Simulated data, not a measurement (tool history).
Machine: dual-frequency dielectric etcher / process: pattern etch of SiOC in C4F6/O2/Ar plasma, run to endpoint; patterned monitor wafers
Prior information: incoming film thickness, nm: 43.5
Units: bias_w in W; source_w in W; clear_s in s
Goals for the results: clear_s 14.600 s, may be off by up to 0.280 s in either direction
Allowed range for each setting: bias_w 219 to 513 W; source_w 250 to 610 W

run  hour  bias_w  source_w  clear_s
  1   0.0     366       430   16.794
  2   5.6     366       370   17.720
  3   7.5     321       370   18.424
  4  12.9     349       370   18.115
  5  14.1     366       380   17.680
  6  22.6     426       380   16.837
  7  24.5     435       390   16.851
  8  26.3     443       400   16.328
  9  28.1     450       410   16.281
 10  30.0     457       420   16.031
 11  36.9     463       430   15.656
 12  41.3     468       430   15.580
 13  49.0     472       430   15.755
 14  51.5     477       440   15.667

Which of these 5 next moves meets every target?
  A  54.0     513       540        ?
  B  54.0     499       500        ?
  C  54.0     446       370        ?
  D  54.0     484       380        ?
  E  54.0     410       450        ?

move  clear_s
   A   13.973
   B   14.507
   C   16.825
   D   16.254
   E   15.993
A: carries the result that was furthest off beyond its target, to the other side
B: meets every target
C: the biggest miss grows against the last run
D: the biggest miss grows against the last run
E: the biggest miss grows against the last run
So the answer is move B, the one that meets all the targets.
